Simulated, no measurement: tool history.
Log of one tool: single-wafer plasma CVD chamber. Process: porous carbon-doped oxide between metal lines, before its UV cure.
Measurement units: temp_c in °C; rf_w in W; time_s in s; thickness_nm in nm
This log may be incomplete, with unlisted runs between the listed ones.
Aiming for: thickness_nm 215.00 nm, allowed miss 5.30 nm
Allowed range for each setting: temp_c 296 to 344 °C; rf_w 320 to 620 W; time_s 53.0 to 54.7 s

run	hour	temp_c	rf_w	time_s	thickness_nm
1	0.0	320	470	53.0	243.68
2	7.5	313	470	53.0	252.82
3	8.8	313	470	53.0	251.17
4	10.9	313	510	53.0	266.73
5	16.3	313	510	53.0	265.91
6	17.3	319	490	53.0	253.19
7	22.5	323	470	53.0	241.80
8	24.0	326	455	53.0	233.13
# hour 32.0: thermocouple changed; heater temperature recalibrated
9	32.0	329	450	53.0	228.79
10	36.5	331	445	53.0	226.50
11	37.8	333	440	53.0	221.37
12	41.1	334	440	53.0	221.52

Of the 4 settings listed for the next run, only one would bring every result within its allowed miss of target. Which one?
A	44.4	343	430	54.3	?
B	44.4	336	445	54.1	?
C	44.4	335	455	53.0	?
D	44.4	336	450	54.7	?

move	thickness_nm
A	212.52
B	223.88
C	224.34
D	228.40
A: in spec on every target
B: misses by more than the last run did
C: misses by more than the last run did
D: misses by more than the last run did
Go with A: it meets all targets.
